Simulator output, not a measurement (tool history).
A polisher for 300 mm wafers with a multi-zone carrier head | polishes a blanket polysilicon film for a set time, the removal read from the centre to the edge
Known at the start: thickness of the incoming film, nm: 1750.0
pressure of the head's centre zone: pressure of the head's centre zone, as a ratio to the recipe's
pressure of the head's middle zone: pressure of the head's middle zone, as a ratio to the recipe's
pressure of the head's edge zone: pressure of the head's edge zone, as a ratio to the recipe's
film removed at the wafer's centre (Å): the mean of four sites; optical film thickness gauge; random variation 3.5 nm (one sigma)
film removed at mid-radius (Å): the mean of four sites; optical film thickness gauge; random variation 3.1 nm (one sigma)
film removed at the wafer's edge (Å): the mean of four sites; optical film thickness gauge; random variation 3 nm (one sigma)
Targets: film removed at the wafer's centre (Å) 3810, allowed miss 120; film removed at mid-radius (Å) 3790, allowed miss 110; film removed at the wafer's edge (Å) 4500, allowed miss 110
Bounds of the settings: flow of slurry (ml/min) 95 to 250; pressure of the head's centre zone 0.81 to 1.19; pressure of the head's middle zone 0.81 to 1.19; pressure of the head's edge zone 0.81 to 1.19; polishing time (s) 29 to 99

run,hour,flow of slurry (ml/min),pressure of the head's centre zone,pressure of the head's middle zone,pressure of the head's edge zone,polishing time (s),film removed at the wafer's centre (Å),film removed at mid-radius (Å),film removed at the wafer's edge (Å)
1,0,160,1,1,1,64,2906.4,3013.3,3086.5
2,5.5,165,1,0.99,1.02,66,3063.3,3127.4,3207
3,14.3,165,0.99,0.98,1.04,68,3099.5,3232.3,3289.3
4,14.8,165,0.99,1.06,1.04,68,3105.7,3416,3327.2
5,16.1,160,0.98,1.03,1.06,70,3171,3402.8,3405.9
6,18.5,160,0.98,1.03,1.11,70,3137.3,3423,3533.1
# hour 25.7: centre zone pressure recalibrated
7,25.7,160,0.98,1.01,1.12,71,3347,3433.4,3604
8,31.2,160,0.98,1.01,1.12,71,3418,3422.7,3571.5
9,36.9,155,0.96,1,1.13,73,3406.9,3495.9,3723.5

4 next moves are on the table. One of them brings every result within its allowed miss. Which?
A,42.6,155,0.9,0.89,1.16,88,?,?,?
B,42.6,175,1.07,0.83,1.18,79,?,?,?
C,42.6,160,1.1,1.08,1.12,68,?,?,?
D,42.6,150,0.97,0.84,1.13,90,?,?,?

move,film removed at the wafer's centre (Å),film removed at mid-radius (Å),film removed at the wafer's edge (Å)
A,3846.8,3824.5,4552
B,4103.8,3294.3,4177.4
C,3577.8,3490.6,3457.1
D,4180.1,3710.6,4580.2
A: meets every target
B: nearer than the last run, and not there yet
C: further off than the last run
D: brings the result that was furthest off to its target, and leaves another outside
The right move is A.
